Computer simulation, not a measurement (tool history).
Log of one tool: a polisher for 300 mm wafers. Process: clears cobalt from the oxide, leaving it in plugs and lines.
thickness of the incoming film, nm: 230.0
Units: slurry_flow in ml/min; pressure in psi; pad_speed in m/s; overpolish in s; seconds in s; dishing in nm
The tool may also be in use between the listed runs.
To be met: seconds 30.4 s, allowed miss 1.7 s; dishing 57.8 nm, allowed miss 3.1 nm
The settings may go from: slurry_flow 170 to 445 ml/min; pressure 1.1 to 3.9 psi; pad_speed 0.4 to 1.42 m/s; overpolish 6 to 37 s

run    day  slurry_flow  pressure  pad_speed  overpolish  seconds  dishing
  1      0          285       2.5        0.9          19   46.702   46.849
  2  0.246          285       2.3        0.9          19   50.549    43.79
  3  0.504          285       2.3       0.78          19   59.188   41.676
  4  0.712          285       2.3       0.66          19   68.423   37.859
  5  1.067          320       2.3       0.66          19   65.411   37.965
  6    1.3          320       2.8       0.66          19   55.035    42.54
  7  1.475          325       3.1        0.7          19   46.771    44.93
     1.562  -- worn pad replaced by a new one
  8  1.562          325       3.3       0.72          20   38.591   50.355

5 next moves are on the table. One of them brings every result within its allowed miss. Which?
  A  1.65          345       2.9       1.04          30        ?        ?
  B  1.65          335       3.8       0.94          22        ?        ?
  C  1.65          330       3.5       0.72          18        ?        ?
  D  1.65          340       3.9       0.92          22        ?        ?
  E  1.65          335         3       0.56          37        ?        ?

move  seconds  dishing
   A   30.201   55.529
   B   25.651   54.422
   C   36.027   47.597
   D   25.501   54.467
   E   53.211   52.703
A: meets every target
B: takes the result that was furthest off past its target
C: nearer than the last run, and not there yet
D: takes the result that was furthest off past its target
E: further off than the last run
Move A is the one to make.
